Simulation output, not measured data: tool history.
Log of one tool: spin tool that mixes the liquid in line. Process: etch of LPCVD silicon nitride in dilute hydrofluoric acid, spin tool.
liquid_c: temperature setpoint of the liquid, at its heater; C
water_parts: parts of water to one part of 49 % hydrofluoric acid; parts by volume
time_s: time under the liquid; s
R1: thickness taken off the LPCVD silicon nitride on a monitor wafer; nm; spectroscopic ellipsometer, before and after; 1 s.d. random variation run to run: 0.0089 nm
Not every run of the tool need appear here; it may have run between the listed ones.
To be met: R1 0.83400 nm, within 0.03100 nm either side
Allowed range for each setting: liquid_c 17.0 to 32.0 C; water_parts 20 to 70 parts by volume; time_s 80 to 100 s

{"run": 1, "hour": 0.0, "liquid_c": 24.0, "water_parts": 40, "time_s": 100, "R1": 1.4509}
{"run": 2, "hour": 3.9, "liquid_c": 24.0, "water_parts": 50, "time_s": 100, "R1": 1.1747}
{"run": 3, "hour": 6.4, "liquid_c": 25.5, "water_parts": 50, "time_s": 100, "R1": 1.3016}
{"run": 4, "hour": 9.7, "liquid_c": 25.5, "water_parts": 35, "time_s": 100, "R1": 1.8378}
{"run": 5, "hour": 10.4, "liquid_c": 24.5, "water_parts": 35, "time_s": 100, "R1": 1.7589}
{"run": 6, "hour": 16.3, "liquid_c": 24.5, "water_parts": 30, "time_s": 100, "R1": 2.008}
{"run": 7, "hour": 24.0, "liquid_c": 24.0, "water_parts": 30, "time_s": 100, "R1": 1.9021}
{"run": 8, "hour": 27.0, "liquid_c": 23.5, "water_parts": 30, "time_s": 100, "R1": 1.9106}
{"run": 9, "hour": 32.2, "liquid_c": 23.0, "water_parts": 30, "time_s": 100, "R1": 1.8166}
{"run": 10, "hour": 33.6, "liquid_c": 22.5, "water_parts": 30, "time_s": 100, "R1": 1.7544}
{"run": 11, "hour": 41.4, "liquid_c": 22.0, "water_parts": 30, "time_s": 100, "R1": 1.681}
{"run": 12, "hour": 48.5, "liquid_c": 21.5, "water_parts": 30, "time_s": 100, "R1": 1.6399}
{"run": 13, "hour": 50.8, "liquid_c": 21.0, "water_parts": 30, "time_s": 100, "R1": 1.554}
{"run": 14, "hour": 52.1, "liquid_c": 20.5, "water_parts": 30, "time_s": 100, "R1": 1.524}
{"run": 15, "hour": 59.5, "liquid_c": 20.0, "water_parts": 30, "time_s": 100, "R1": 1.465}

Which one of the following 5 next-run settings gets every result inside its allowed miss? There is exactly one.
{"run": "A", "hour": 66.9, "liquid_c": 19.0, "water_parts": 35, "time_s": 90, "R1": "?"}
{"run": "B", "hour": 66.9, "liquid_c": 21.5, "water_parts": 20, "time_s": 95, "R1": "?"}
{"run": "C", "hour": 66.9, "liquid_c": 23.5, "water_parts": 25, "time_s": 90, "R1": "?"}
{"run": "D", "hour": 66.9, "liquid_c": 22.0, "water_parts": 25, "time_s": 95, "R1": "?"}
{"run": "E", "hour": 66.9, "liquid_c": 17.0, "water_parts": 35, "time_s": 80, "R1": "?"}

move=A R1=1.05630
move=B R1=2.27140
move=C R1=1.99680
move=D R1=1.90070
move=E R1=0.81469
A: better than the last run, though not everything is in spec
B: lands further from the targets than the last run did
C: lands further from the targets than the last run did
D: lands further from the targets than the last run did
E: every result lands within tolerance
The right move is E.
